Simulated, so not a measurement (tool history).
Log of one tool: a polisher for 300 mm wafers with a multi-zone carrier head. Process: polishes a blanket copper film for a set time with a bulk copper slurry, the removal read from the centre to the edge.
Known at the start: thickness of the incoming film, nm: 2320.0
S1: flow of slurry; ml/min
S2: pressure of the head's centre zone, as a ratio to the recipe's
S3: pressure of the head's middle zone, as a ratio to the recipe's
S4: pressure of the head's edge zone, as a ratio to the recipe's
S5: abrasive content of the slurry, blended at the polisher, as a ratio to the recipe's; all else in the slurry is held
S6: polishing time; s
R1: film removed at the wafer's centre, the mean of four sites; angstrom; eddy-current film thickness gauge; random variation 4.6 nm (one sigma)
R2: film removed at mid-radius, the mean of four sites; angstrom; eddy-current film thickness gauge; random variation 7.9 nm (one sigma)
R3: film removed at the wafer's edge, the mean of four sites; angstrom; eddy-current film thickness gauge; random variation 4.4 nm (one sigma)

run 1 hour=0 | S1=250 S2=1 S3=1 S4=1 S5=1 S6=51 | R1=4990.3 R2=4590.7 R3=4620
run 2 hour=0.9 | S1=250 S2=1 S3=1 S4=1 S5=1 S6=40 | R1=3923.5 R2=3689.6 R3=3593.5
run 3 hour=5.3 | S1=260 S2=1 S3=1.04 S4=1.04 S5=1.15 S6=45 | R1=4498.8 R2=4323.8 R3=4266.1
run 4 hour=11.9 | S1=260 S2=0.92 S3=1.04 S4=1.04 S5=1.15 S6=45 | R1=4168.5 R2=4426.2 R3=4242.3
run 5 hour=15.9 | S1=260 S2=0.84 S3=1.04 S4=1.04 S5=1.15 S6=45 | R1=3809.4 R2=4301.8 R3=4199.2
run 6 hour=23.5 | S1=260 S2=0.84 S3=1.04 S4=1.04 S5=0.95 S6=45 | R1=3671.8 R2=4096.6 R3=4108

Forecast run 7:
run 7 hour=24.4 | S1=270 S2=0.89 S3=1.06 S4=1.07 S5=1.1 S6=48 | R1=? R2=? R3=?

{"run 7": {"R1": 4264.8, "R2": 4674.5, "R3": 4595.2}}

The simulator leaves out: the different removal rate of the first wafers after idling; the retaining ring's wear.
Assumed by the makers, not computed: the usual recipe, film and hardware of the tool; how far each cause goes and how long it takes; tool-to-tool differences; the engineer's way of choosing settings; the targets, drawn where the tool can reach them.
